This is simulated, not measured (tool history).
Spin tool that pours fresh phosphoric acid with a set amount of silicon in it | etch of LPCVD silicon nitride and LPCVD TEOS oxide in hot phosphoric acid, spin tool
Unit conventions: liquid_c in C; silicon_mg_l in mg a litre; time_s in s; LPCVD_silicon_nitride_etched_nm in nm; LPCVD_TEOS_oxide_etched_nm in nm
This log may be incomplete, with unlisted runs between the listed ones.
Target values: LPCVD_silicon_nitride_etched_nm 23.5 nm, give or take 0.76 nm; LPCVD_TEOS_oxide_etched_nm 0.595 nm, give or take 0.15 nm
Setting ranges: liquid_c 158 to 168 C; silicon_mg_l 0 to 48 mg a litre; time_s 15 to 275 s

run  hour  liquid_c  silicon_mg_l  time_s  LPCVD_silicon_nitride_etched_nm  LPCVD_TEOS_oxide_etched_nm
  1     0       163            21     140                           11.105                     0.26101
  2   5.3     163.5          21.5     155                           12.236                     0.27812
  3  11.5     163.5          20.5     170                           13.455                     0.31603
  4  19.6     164.5          20.5     170                            13.87                     0.32485
  5  23.9       165            20     180                            15.19                     0.38515
  6  25.4       165            20     125                           10.529                     0.26046
  7    29     165.5            20     145                           12.254                     0.31173
  8    33     165.5            20     145                           12.408                     0.31187
  9  40.5       166            20     160                           13.933                     0.32428
 10  46.1     167.5          11.5     230                           20.684                       0.815
 11  47.1     167.5          11.5     230                           20.814                     0.72233
 12  54.3     167.5            13     230                           21.468                     0.62468
 13  62.8     167.5          13.5     230                           21.169                       0.701
 14  67.8     167.5          14.5     230                           20.979                     0.74684
 15    69     167.5          18.5     230                           21.217                     0.56966
 16  71.6       168            20     245                           22.627                     0.61041
 17  74.3       168          20.5     245                           22.544                      0.6208
 18  78.7       168            21     245                           22.961                     0.66375
 19  82.5       168            22     245                           22.413                     0.57522

Of the 5 settings listed for the next run, only one would bring every result within its allowed miss of target. Which one?
  A  86.3       167            22     265                                ?                           ?
  B  86.3     167.5            20     225                                ?                           ?
  C  86.3       166            20     250                                ?                           ?
  D  86.3       168           9.5     225                                ?                           ?
  E  86.3       168          21.5     230                                ?                           ?

move  LPCVD_silicon_nitride_etched_nm  LPCVD_TEOS_oxide_etched_nm
   A                           23.648                     0.64385
   B                           20.412                     0.60121
   C                           21.585                     0.59897
   D                           20.749                     0.81039
   E                            21.21                     0.60992
A: meets every target
B: misses by more than the last run did
C: misses by more than the last run did
D: misses by more than the last run did
E: misses by more than the last run did
So the answer is move A, the one that meets all the targets.
